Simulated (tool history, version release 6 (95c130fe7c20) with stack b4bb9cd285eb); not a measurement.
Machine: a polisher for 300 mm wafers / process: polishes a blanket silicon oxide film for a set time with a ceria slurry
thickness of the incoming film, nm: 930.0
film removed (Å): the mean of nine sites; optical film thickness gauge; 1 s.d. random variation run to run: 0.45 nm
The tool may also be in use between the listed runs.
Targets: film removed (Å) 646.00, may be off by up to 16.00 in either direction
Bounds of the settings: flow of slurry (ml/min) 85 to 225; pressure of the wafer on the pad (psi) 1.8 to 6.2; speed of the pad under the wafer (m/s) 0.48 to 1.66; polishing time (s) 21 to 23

run  hour  flow of slurry (ml/min)  pressure of the wafer on the pad (psi)  speed of the pad under the wafer (m/s)  polishing time (s)  film removed (Å)
  1   0.0                      145                                     4.0                                    1.06                  23           1529.80
  2   6.1                      110                                     4.0                                    1.06                  23           1466.80
  3  12.7                      105                                     3.3                                    0.98                  23           1119.00
  4  14.5                      105                                     3.3                                    0.98                  23           1126.70
  5  17.0                      100                                     2.8                                    0.94                  23            915.87
  6  24.0                      100                                     2.5                                    0.92                  23            794.91
  7  29.9                      100                                     2.3                                    0.92                  23            735.32
  8  32.5                      100                                     2.2                                    0.92                  23            712.82
  9  33.4                      100                                     2.1                                    0.92                  23            673.09

Below are 5 possible settings for the next run. Only one of them brings all results inside the allowed miss of their targets. Which is it?
  A  34.3                       85                                     2.2                                    0.80                  23                 ?
  B  34.3                       95                                     2.2                                    0.86                  21                 ?
  C  34.3                      105                                     2.2                                    0.90                  23                 ?
  D  34.3                      125                                     1.8                                    1.00                  21                 ?
  E  34.3                       85                                     2.8                                    0.68                  23                 ?

move  film removed (Å)
   A            597.10
   B            596.74
   C            695.17
   D            598.99
   E            643.02
A: moves the result that the last run missed by most past its target, out the other side
B: moves the result that the last run missed by most past its target, out the other side
C: lands further from the targets than the last run did
D: moves the result that the last run missed by most past its target, out the other side
E: each result inside its tolerance
E meets every target.
